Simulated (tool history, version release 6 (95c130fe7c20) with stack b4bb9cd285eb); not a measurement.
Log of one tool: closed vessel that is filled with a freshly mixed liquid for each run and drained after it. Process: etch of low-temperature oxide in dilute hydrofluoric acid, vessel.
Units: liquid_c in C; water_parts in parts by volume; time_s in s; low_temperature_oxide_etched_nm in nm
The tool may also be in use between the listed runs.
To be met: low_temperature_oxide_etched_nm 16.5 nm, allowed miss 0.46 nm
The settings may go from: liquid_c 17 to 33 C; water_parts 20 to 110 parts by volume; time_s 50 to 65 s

run,hour,liquid_c,water_parts,time_s,low_temperature_oxide_etched_nm
1,0,25,60,65,24.939
2,1.3,24,60,65,23.726
3,6.1,25,60,65,24.819
4,8.9,25,60,65,24.929
5,15.5,25,60,65,24.716
6,20.4,24,60,65,23.977
7,25.6,23,60,65,22.85
8,30.4,19,65,65,17.775
9,33.9,18.5,65,65,17.405
10,41.1,18,65,65,17.018

5 next moves are on the table. One of them brings every result within its allowed miss. Which?
A,48.3,18,65,60,?
B,48.3,21,65,60,?
C,48.3,19,60,60,?
D,48.3,17,60,60,?
E,48.3,18.5,65,65,?

move,low_temperature_oxide_etched_nm
A,15.649
B,17.762
C,17.793
D,16.331
E,17.319
A: takes the result that was furthest off past its target
B: further off than the last run
C: further off than the last run
D: meets every target
E: further off than the last run
Answer: D

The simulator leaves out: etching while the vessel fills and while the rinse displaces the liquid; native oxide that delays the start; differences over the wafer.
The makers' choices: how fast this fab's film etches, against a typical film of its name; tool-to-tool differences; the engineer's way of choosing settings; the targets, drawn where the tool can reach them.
